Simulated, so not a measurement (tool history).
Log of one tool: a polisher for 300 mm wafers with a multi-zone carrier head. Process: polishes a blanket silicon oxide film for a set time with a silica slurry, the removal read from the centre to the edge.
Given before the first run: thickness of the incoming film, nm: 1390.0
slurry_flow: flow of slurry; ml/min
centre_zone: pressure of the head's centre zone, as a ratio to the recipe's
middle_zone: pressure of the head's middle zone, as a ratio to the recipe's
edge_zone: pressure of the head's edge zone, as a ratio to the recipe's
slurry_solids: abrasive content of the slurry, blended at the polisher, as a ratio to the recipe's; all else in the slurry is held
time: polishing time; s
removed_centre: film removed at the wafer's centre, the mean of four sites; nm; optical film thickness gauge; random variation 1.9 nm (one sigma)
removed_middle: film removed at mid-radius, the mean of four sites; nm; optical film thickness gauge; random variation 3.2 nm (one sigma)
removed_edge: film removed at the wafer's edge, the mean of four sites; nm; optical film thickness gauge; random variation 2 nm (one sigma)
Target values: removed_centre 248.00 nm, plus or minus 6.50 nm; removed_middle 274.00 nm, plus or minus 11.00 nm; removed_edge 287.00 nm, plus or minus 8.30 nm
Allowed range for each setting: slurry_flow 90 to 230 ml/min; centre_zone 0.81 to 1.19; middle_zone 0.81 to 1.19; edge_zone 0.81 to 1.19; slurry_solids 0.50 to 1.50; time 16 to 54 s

| run | hour | slurry_flow | centre_zone | middle_zone | edge_zone | slurry_solids | time | removed_centre | removed_middle | removed_edge |
|---|---|---|---|---|---|---|---|---|---|---|
| 1 | 0.0 | 150 | 1.00 | 1.00 | 1.00 | 1.00 | 35 | 180.47 | 164.23 | 174.15 |
| 2 | 7.5 | 150 | 0.99 | 1.01 | 1.02 | 1.05 | 36 | 191.42 | 173.34 | 184.93 |
| 3 | 11.1 | 150 | 0.99 | 1.01 | 1.02 | 1.05 | 32 | 169.58 | 150.99 | 164.29 |
| 4 | 18.4 | 150 | 0.97 | 1.03 | 1.04 | 1.10 | 33 | 176.14 | 164.84 | 174.76 |
| 5 | 24.8 | 150 | 0.97 | 1.10 | 1.04 | 1.10 | 33 | 177.08 | 174.92 | 176.54 |
| 6 | 30.5 | 150 | 0.97 | 1.10 | 1.04 | 1.10 | 29 | 156.47 | 158.08 | 154.46 |
| 7 | 32.8 | 165 | 0.88 | 1.17 | 1.14 | 1.35 | 39 | 213.96 | 250.21 | 242.88 |
| 8 | 37.0 | 170 | 0.88 | 1.16 | 1.15 | 1.35 | 39 | 217.60 | 248.49 | 248.94 |
| 9 | 40.1 | 175 | 0.88 | 1.16 | 1.16 | 1.35 | 39 | 216.19 | 248.01 | 250.82 |
| 10 | 43.2 | 180 | 0.88 | 1.16 | 1.16 | 1.35 | 39 | 220.38 | 250.43 | 250.20 |
| 11 | 43.8 | 185 | 0.87 | 1.14 | 1.18 | 1.45 | 40 | 232.46 | 262.47 | 269.26 |
| 12 | 48.7 | 185 | 0.87 | 1.14 | 1.18 | 1.45 | 40 | 231.75 | 269.79 | 267.03 |
| 13 | 51.0 | 185 | 0.87 | 1.14 | 1.18 | 1.45 | 40 | 230.01 | 265.69 | 269.74 |
| 14 | 51.8 | 215 | 0.88 | 1.10 | 1.19 | 1.50 | 40 | 243.13 | 265.50 | 276.71 |

Below are 4 possible settings for the next run. Only one of them brings all results inside the allowed miss of their targets. Which is it?
| A | 52.6 | 230 | 0.90 | 1.02 | 1.19 | 1.50 | 40 | ? | ? | ? |
| B | 52.6 | 225 | 0.91 | 1.09 | 1.17 | 1.50 | 38 | ? | ? | ? |
| C | 52.6 | 230 | 0.87 | 1.15 | 1.12 | 1.50 | 38 | ? | ? | ? |
| D | 52.6 | 230 | 0.87 | 1.10 | 1.19 | 1.50 | 41 | ? | ? | ? |

| move | removed_centre | removed_middle | removed_edge |
|---|---|---|---|
| A | 252.19 | 253.52 | 281.06 |
| B | 241.58 | 254.10 | 263.83 |
| C | 231.81 | 266.92 | 258.31 |
| D | 250.03 | 277.17 | 287.78 |
A: the furthest-off result lands on target, but another misses its tolerance
B: the biggest miss grows against the last run
C: the biggest miss grows against the last run
D: every result lands within tolerance
D is the move that brings every result within its allowed miss.

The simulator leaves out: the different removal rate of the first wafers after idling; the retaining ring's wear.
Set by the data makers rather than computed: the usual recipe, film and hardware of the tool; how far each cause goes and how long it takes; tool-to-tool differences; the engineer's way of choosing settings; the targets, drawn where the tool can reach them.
